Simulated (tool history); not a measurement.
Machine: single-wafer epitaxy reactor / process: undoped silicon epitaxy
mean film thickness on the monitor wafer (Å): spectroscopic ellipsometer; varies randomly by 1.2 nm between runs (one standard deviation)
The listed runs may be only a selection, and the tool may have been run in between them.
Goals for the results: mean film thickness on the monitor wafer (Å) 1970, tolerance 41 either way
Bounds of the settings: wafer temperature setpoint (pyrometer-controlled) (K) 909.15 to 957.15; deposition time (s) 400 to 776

run	hour	wafer temperature setpoint (pyrometer-controlled) (K)	deposition time (s)	mean film thickness on the monitor wafer (Å)
1	0	933.15	588	1050.2
2	5.6	927.15	588	933.23
3	8.6	927.15	658	1039
4	16.8	931.15	661	1139.1
5	19.1	931.15	740	1273.8
6	27.6	931.15	776	1330
7	32	931.15	776	1329.4
8	32.8	931.15	776	1336.5
9	41	934.15	776	1417.7
10	47.1	936.15	776	1472.7
11	56.3	938.15	776	1514.7
12	58.6	940.15	776	1583.5

Exercise: of the 4 proposed moves below, exactly one satisfies all targets within the stated allowed misses. Which move is it?
A	60.9	952.15	776	?
B	60.9	955.15	776	?
C	60.9	949.15	776	?
D	60.9	951.15	758	?

move	mean film thickness on the monitor wafer (Å)
A	1972
B	2082.9
C	1866.4
D	1891.3
A: each result inside its tolerance
B: carries the result that was furthest off beyond its target, to the other side
C: moves toward the targets from the last run without getting all of them in spec
D: moves toward the targets from the last run without getting all of them in spec
Move A is the one to make.

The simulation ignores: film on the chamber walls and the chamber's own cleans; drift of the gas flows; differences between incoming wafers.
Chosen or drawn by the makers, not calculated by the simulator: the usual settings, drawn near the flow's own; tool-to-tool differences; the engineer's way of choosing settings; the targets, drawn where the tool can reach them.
